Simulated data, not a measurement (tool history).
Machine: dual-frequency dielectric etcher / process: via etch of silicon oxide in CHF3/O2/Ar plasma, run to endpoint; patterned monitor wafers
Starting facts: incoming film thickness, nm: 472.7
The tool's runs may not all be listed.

run  hour  source power (W)  bias power (W)  endpoint time (s)
  1   0.0               670             226             194.02
  2   1.6               580             226             200.90
  3   8.6               660             226             193.51
  4  15.7               660             240             190.02
  5  18.5               690             242             188.10
  6  24.5               690             216             194.10
  7  33.1               720             219             191.73
  8  37.4               750             223             188.28

Run 9 is up next; what results do you expect?
  9  38.6               780             226                  ?

Run 9 yielded endpoint time (s) 186.48.

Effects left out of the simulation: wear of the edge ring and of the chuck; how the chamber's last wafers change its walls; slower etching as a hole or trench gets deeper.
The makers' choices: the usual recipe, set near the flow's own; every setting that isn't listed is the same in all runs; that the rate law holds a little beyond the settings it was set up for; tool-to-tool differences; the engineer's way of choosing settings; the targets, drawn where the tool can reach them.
